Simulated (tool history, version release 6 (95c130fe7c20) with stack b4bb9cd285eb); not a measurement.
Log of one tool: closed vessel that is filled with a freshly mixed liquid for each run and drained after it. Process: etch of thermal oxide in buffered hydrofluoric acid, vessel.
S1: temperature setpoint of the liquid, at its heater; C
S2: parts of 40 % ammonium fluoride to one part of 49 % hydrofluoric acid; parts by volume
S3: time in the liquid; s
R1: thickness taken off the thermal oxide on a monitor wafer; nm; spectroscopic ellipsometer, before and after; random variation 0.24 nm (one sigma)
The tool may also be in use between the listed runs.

run 1 day=0.000 | S1=21.0 S2=9.5 S3=30 | R1=28.591
run 2 day=0.379 | S1=20.5 S2=9.5 S3=30 | R1=27.536
run 3 day=0.550 | S1=20.5 S2=9.5 S3=30 | R1=26.982
run 4 day=0.800 | S1=23.5 S2=9.5 S3=30 | R1=32.424
run 5 day=1.008 | S1=21.0 S2=9.5 S3=30 | R1=28.300
run 6 day=1.321 | S1=20.5 S2=9.5 S3=30 | R1=28.041

Forecast run 7:
run 7 day=1.412 | S1=20.0 S2=9.5 S3=30 | R1=?

R1: 26.540 nm
